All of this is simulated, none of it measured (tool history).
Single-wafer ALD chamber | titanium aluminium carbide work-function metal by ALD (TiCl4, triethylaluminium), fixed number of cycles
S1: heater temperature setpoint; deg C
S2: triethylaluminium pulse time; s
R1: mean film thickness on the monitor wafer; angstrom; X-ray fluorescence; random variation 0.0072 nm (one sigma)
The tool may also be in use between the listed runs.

run,hour,S1,S2,R1
1,0,295,15.59,19.095
2,3.8,292,15.36,18.617
3,12.4,290,15.25,18.499
4,16.3,300,15.25,19.328
5,19.7,311,15.25,20.278
6,28,315,15.25,20.834
7,35.7,309,14.78,20.223
8,41.1,304,14.63,19.773
9,42.2,299,14.65,19.186
10,49,296,14.32,18.916
11,57.9,294,14.03,18.826
12,65.5,291,13.89,18.595

Forecast run 13:
13,66.8,289,13.82,?

R1: 18.474 angstrom

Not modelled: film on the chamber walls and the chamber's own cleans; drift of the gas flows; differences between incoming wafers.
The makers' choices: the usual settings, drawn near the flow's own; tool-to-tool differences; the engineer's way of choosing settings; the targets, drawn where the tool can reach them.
